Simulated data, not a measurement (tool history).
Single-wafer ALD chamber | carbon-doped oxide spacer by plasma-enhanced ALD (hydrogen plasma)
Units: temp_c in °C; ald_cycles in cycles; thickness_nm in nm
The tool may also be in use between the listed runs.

run	hour	temp_c	ald_cycles	thickness_nm
1	0.0	375	263	12.902
2	5.2	375	272	13.254
3	6.3	375	280	13.781
4	12.0	379	280	13.689
5	14.6	383	280	13.692
6	18.9	378	280	13.673
7	23.7	378	285	13.952

Forecast run 8:
8	30.9	378	289	?

thickness_nm: 14.074 nm
